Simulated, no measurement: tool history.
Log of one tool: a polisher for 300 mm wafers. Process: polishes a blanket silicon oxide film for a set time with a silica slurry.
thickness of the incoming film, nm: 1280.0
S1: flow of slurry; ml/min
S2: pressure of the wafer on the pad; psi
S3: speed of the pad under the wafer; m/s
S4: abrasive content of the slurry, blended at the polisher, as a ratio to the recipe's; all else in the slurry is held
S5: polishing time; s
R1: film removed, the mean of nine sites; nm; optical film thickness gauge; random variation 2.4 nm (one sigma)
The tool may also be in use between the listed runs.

Run 1, hour 0.0: S1 195 ml/min, S2 5.6 psi, S3 1.46 m/s, S4 1.0, S5 33 s. Result: R1 158.48 nm.
Run 2, hour 8.6: S1 195 ml/min, S2 5.6 psi, S3 1.46 m/s, S4 1.0, S5 30 s. Result: R1 144.08 nm.
Run 3, hour 16.9: S1 195 ml/min, S2 5.6 psi, S3 1.12 m/s, S4 1.0, S5 30 s. Result: R1 117.39 nm.
Run 4, hour 22.4: S1 195 ml/min, S2 6.1 psi, S3 1.14 m/s, S4 1.0, S5 30 s. Result: R1 125.89 nm.
Run 5, hour 27.7: S1 195 ml/min, S2 6.6 psi, S3 1.14 m/s, S4 1.0, S5 30 s. Result: R1 134.59 nm.
Run 6, hour 36.2: S1 195 ml/min, S2 6.9 psi, S3 1.20 m/s, S4 1.0, S5 30 s. Result: R1 147.81 nm.
Run 7, hour 38.8: S1 195 ml/min, S2 7.2 psi, S3 1.24 m/s, S4 1.0, S5 30 s. Result: R1 156.20 nm.

Run 8 comes next. What will it give?
Run 8, hour 40.2: S1 195 ml/min, S2 7.4 psi, S3 1.28 m/s, S4 1.0, S5 30 s. Result: R1 ?.

R1: 162.43 nm
